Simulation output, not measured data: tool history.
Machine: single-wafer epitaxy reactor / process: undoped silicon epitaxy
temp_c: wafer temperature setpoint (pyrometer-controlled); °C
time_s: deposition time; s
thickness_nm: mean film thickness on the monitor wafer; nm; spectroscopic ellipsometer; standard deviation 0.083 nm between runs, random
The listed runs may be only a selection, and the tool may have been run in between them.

| run | hour | temp_c | time_s | thickness_nm |
|---|---|---|---|---|
| 1 | 0.0 | 635 | 393 | 44.735 |
| 2 | 8.9 | 634 | 393 | 43.629 |
| 3 | 15.5 | 634 | 445 | 49.440 |
| 4 | 17.0 | 632 | 445 | 46.968 |
| 5 | 19.0 | 630 | 445 | 44.680 |
| 6 | 27.7 | 629 | 445 | 43.571 |
| 7 | 28.8 | 628 | 445 | 42.151 |
| 8 | 35.0 | 627 | 445 | 41.176 |

For run 9, what comes out?
| 9 | 37.2 | 626 | 445 | ? |

{"run 9": {"thickness_nm": 40.371}}
